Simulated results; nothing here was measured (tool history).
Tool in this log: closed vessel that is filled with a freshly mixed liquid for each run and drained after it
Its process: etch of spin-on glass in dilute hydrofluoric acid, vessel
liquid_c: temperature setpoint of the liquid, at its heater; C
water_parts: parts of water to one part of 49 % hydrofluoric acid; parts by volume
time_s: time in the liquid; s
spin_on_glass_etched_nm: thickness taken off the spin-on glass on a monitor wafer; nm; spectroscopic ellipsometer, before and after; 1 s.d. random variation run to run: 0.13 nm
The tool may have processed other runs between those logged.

run	hour	liquid_c	water_parts	time_s	spin_on_glass_etched_nm
1	0.0	23.0	170	30	7.0817
2	8.5	23.0	170	30	7.1259
3	9.6	24.5	155	30	8.3125
4	17.4	25.5	140	30	9.8425
5	23.9	26.5	130	30	10.9070
6	26.2	28.5	130	30	11.8030

Run 7 is up next; what results do you expect?
7	29.8	29.0	125	30	?

For run 7 the tool returned spin_on_glass_etched_nm 12.5870 nm.
